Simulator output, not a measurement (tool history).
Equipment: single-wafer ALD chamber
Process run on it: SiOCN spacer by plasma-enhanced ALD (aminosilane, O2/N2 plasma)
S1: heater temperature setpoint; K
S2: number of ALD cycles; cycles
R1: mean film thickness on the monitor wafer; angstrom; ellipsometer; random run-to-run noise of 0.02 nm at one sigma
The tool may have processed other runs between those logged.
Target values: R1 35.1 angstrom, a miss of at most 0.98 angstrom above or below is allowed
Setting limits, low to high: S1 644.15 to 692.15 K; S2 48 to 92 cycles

run 1 hour=0 | S1=668.15 S2=70 | R1=45.696
run 2 hour=8.3 | S1=678.15 S2=70 | R1=44.309
run 3 hour=17.5 | S1=679.15 S2=66 | R1=42.238
run 4 hour=21.3 | S1=679.15 S2=71 | R1=44.957
run 5 hour=28.2 | S1=672.15 S2=71 | R1=46.155
run 6 hour=33.4 | S1=666.15 S2=71 | R1=46.172
run 7 hour=42.2 | S1=667.15 S2=66 | R1=43.003
run 8 hour=47.5 | S1=668.15 S2=62 | R1=40.157
run 9 hour=55.7 | S1=668.15 S2=62 | R1=40.759
run 10 hour=61.5 | S1=669.15 S2=59 | R1=38.362
run 11 hour=63.6 | S1=669.15 S2=57 | R1=37.129
run 12 hour=66.7 | S1=669.15 S2=57 | R1=36.888
run 13 hour=69.2 | S1=669.15 S2=56 | R1=36.444

Which single option among these 5 for the next run brings every result within its allowed miss of target? Just one does.
run A hour=71.7 | S1=663.15 S2=60 | R1=?
run B hour=71.7 | S1=686.15 S2=61 | R1=?
run C hour=71.7 | S1=653.15 S2=54 | R1=?
run D hour=71.7 | S1=666.15 S2=58 | R1=?
run E hour=71.7 | S1=669.15 S2=59 | R1=?

move=A R1=38.848
move=B R1=37.75
move=C R1=34.963
move=D R1=37.553
move=E R1=38.201
A: its largest miss is bigger than the last run's
B: its largest miss is bigger than the last run's
C: meets every target
D: its largest miss is bigger than the last run's
E: its largest miss is bigger than the last run's
Go with C: it meets all targets.

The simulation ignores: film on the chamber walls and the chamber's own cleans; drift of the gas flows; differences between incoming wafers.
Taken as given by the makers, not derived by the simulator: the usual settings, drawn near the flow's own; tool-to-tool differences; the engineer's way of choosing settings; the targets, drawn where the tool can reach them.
